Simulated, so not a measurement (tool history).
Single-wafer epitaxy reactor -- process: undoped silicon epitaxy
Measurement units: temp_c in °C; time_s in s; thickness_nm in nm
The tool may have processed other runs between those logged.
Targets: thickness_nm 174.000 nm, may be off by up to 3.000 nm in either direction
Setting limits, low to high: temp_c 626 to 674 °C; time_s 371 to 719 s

run 1 hour=0.0 | temp_c=650 time_s=545 | thickness_nm=98.152
run 2 hour=7.2 | temp_c=641 time_s=545 | thickness_nm=81.622
run 3 hour=15.4 | temp_c=637 time_s=545 | thickness_nm=74.274
run 4 hour=23.3 | temp_c=646 time_s=552 | thickness_nm=91.143
run 5 hour=30.2 | temp_c=653 time_s=561 | thickness_nm=108.850
run 6 hour=34.5 | temp_c=653 time_s=497 | thickness_nm=95.733
run 7 hour=40.7 | temp_c=658 time_s=515 | thickness_nm=110.330
run 8 hour=46.0 | temp_c=662 time_s=529 | thickness_nm=123.420
run 9 hour=50.3 | temp_c=665 time_s=540 | thickness_nm=133.710
run 10 hour=54.6 | temp_c=667 time_s=550 | thickness_nm=142.650
run 11 hour=62.7 | temp_c=669 time_s=556 | thickness_nm=148.850
run 12 hour=66.9 | temp_c=669 time_s=556 | thickness_nm=150.000

Which of these 5 next moves meets every target?
run A hour=71.1 | temp_c=672 time_s=575 | thickness_nm=?
run B hour=71.1 | temp_c=662 time_s=546 | thickness_nm=?
run C hour=71.1 | temp_c=663 time_s=553 | thickness_nm=?
run D hour=71.1 | temp_c=660 time_s=532 | thickness_nm=?
run E hour=71.1 | temp_c=674 time_s=584 | thickness_nm=?

move=A thickness_nm=162.810
move=B thickness_nm=125.890
move=C thickness_nm=130.180
move=D thickness_nm=117.660
move=E thickness_nm=172.210
A: closes in on the targets versus the last run, not all within tolerance yet
B: further off than the last run
C: further off than the last run
D: further off than the last run
E: all results in spec
Correct choice: E, which meets every target
